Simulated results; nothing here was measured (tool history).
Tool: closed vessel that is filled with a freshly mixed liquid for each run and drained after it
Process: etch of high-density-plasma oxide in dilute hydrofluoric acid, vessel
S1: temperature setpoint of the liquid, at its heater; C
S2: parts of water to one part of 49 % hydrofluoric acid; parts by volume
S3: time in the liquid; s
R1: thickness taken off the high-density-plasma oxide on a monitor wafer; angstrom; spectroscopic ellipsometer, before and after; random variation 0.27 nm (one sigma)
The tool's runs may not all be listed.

run,hour,S1,S2,S3,R1
1,0.0,25.0,60,130,159.92
2,2.0,25.0,50,130,194.50
3,3.5,26.5,50,130,204.56
4,8.6,28.0,50,130,220.36
5,11.0,28.0,60,130,177.86
6,16.8,24.5,60,130,154.92
7,25.0,26.0,55,130,180.77
# hour 30.2: thermometer replaced
8,30.2,27.5,50,130,233.60
9,36.7,28.5,50,130,235.67

Run 10 comes next. What will it give?
10,37.7,29.5,50,130,?

{"run 10": {"R1": 253.99}}
